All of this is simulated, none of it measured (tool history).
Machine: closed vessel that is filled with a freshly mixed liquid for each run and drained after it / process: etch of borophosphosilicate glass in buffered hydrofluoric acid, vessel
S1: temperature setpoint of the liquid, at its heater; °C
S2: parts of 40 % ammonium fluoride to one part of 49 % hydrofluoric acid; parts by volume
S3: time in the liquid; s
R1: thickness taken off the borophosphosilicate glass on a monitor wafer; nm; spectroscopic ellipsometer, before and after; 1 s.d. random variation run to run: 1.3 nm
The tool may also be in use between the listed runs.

run 1 hour=0 | S1=21 S2=13 S3=100 | R1=192.38
run 2 hour=4.8 | S1=22.5 S2=13 S3=100 | R1=209.45
run 3 hour=11 | S1=23.5 S2=13 S3=100 | R1=220.9
run 4 hour=18.4 | S1=24.5 S2=13 S3=100 | R1=231.64
run 5 hour=26.1 | S1=25.5 S2=13 S3=100 | R1=242.48
run 6 hour=34.9 | S1=23.5 S2=13 S3=100 | R1=219.49
run 7 hour=38.8 | S1=24.5 S2=13 S3=100 | R1=230.81
run 8 hour=45.3 | S1=25.5 S2=13 S3=100 | R1=245.45
run 9 hour=47.3 | S1=26 S2=13 S3=100 | R1=249.41

The next listed run, before its measurement:
run 10 hour=53.1 | S1=27.5 S2=13 S3=100 | R1=?

{"run 10": {"R1": 269.84}}
